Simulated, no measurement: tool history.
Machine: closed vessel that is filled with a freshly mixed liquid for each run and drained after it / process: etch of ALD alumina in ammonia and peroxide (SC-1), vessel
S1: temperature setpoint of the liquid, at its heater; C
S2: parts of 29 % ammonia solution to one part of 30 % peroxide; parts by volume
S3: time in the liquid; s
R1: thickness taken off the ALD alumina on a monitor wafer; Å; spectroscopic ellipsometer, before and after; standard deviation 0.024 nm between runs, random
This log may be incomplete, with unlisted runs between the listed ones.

| run | day | S1 | S2 | S3 | R1 |
|---|---|---|---|---|---|
| 1 | 0.000 | 62.0 | 0.5 | 140 | 117.080 |
| 2 | 0.221 | 62.0 | 0.5 | 110 | 91.856 |
| 3 | 0.283 | 61.0 | 0.5 | 110 | 87.518 |
| 4 | 0.321 | 60.0 | 0.5 | 110 | 83.220 |
| 5 | 0.621 | 60.0 | 0.5 | 140 | 105.440 |
|  | 0.804 | ammonia flow meter replaced |
| 6 | 0.804 | 58.0 | 0.5 | 140 | 93.989 |
| 7 | 0.933 | 56.5 | 0.5 | 140 | 86.701 |
| 8 | 0.967 | 55.5 | 0.5 | 140 | 83.202 |
| 9 | 1.338 | 54.5 | 0.5 | 140 | 78.334 |
| 10 | 1.688 | 54.0 | 0.5 | 140 | 76.471 |

For run 11, what comes out?
| 11 | 2.021 | 53.5 | 0.5 | 140 | ? |

R1: 73.825 Å
